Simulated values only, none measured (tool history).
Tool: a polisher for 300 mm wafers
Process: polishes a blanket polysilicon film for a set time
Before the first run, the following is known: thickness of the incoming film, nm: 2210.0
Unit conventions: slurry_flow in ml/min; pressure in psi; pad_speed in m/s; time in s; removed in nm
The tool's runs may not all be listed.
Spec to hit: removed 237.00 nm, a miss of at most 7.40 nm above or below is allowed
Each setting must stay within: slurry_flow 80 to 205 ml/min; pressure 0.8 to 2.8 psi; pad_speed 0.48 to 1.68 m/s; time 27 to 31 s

run 1 hour=0.0 | slurry_flow=135 pressure=1.8 pad_speed=1.08 time=31 | removed=177.48
run 2 hour=2.5 | slurry_flow=135 pressure=1.8 pad_speed=1.28 time=31 | removed=209.22
run 3 hour=11.3 | slurry_flow=140 pressure=1.8 pad_speed=1.28 time=31 | removed=208.95
run 4 hour=16.8 | slurry_flow=140 pressure=1.8 pad_speed=1.28 time=27 | removed=182.17
run 5 hour=20.3 | slurry_flow=170 pressure=1.8 pad_speed=1.28 time=27 | removed=189.18
run 6 hour=23.9 | slurry_flow=170 pressure=1.9 pad_speed=1.28 time=27 | removed=197.27
run 7 hour=31.6 | slurry_flow=170 pressure=2.0 pad_speed=1.28 time=27 | removed=207.94
run 8 hour=32.2 | slurry_flow=170 pressure=2.1 pad_speed=1.28 time=27 | removed=217.02

Of the 4 settings listed for the next run, only one would bring every result within its allowed miss of target. Which one?
run A hour=32.8 | slurry_flow=170 pressure=2.0 pad_speed=1.22 time=29 | removed=?
run B hour=32.8 | slurry_flow=160 pressure=2.0 pad_speed=1.24 time=29 | removed=?
run C hour=32.8 | slurry_flow=165 pressure=1.9 pad_speed=1.16 time=28 | removed=?
run D hour=32.8 | slurry_flow=160 pressure=2.2 pad_speed=1.18 time=30 | removed=?

move=A removed=216.47
move=B removed=217.69
move=C removed=188.38
move=D removed=235.46
A: about as far from the targets as the last run
B: about as far from the targets as the last run
C: the biggest miss grows against the last run
D: all results in spec
Move D is the one to make.
